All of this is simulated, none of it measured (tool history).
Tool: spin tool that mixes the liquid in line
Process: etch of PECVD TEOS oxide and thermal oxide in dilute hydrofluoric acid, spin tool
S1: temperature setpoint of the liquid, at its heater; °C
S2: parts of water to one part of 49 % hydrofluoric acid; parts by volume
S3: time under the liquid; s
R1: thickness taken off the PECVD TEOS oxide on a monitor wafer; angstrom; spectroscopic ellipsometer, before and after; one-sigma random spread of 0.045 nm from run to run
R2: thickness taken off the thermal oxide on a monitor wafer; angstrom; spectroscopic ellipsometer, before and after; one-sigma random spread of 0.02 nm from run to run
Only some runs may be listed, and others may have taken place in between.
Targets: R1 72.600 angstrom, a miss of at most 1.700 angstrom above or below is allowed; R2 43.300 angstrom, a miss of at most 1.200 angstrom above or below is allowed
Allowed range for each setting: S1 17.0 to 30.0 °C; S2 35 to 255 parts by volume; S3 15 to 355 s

| run | hour | S1 | S2 | S3 | R1 | R2 |
|---|---|---|---|---|---|---|
| 1 | 0.0 | 22.0 | 145 | 180 | 83.109 | 49.621 |
| 2 | 4.9 | 22.0 | 190 | 180 | 60.131 | 36.380 |
| 3 | 8.2 | 23.5 | 190 | 180 | 64.259 | 38.272 |
| 4 | 12.0 | 23.5 | 190 | 115 | 40.981 | 24.453 |
| 5 | 13.9 | 23.5 | 235 | 115 | 31.663 | 18.975 |
| 6 | 19.9 | 23.5 | 255 | 115 | 28.879 | 17.123 |
| 7 | 28.3 | 25.5 | 220 | 115 | 36.785 | 22.201 |
| 8 | 32.6 | 27.0 | 165 | 120 | 57.964 | 34.308 |
| 9 | 35.8 | 28.0 | 160 | 120 | 61.870 | 37.114 |
| 10 | 44.3 | 28.5 | 155 | 120 | 65.878 | 39.520 |
|  | 52.6 | thermometer replaced |
| 11 | 52.6 | 30.0 | 150 | 120 | 79.502 | 47.325 |
| 12 | 55.1 | 29.5 | 150 | 120 | 77.935 | 46.865 |

4 next moves are on the table. One of them brings every result within its allowed miss. Which?
| A | 57.6 | 30.0 | 130 | 110 | ? | ? |
| B | 57.6 | 30.0 | 255 | 240 | ? | ? |
| C | 57.6 | 30.0 | 255 | 250 | ? | ? |
| D | 57.6 | 29.5 | 175 | 135 | ? | ? |

| move | R1 | R2 |
|---|---|---|
| A | 85.371 | 51.027 |
| B | 81.298 | 48.593 |
| C | 84.685 | 50.618 |
| D | 72.103 | 43.097 |
A: misses by more than the last run did
B: misses by more than the last run did
C: misses by more than the last run did
D: hits every target within its allowed miss
The move that meets every target is D.
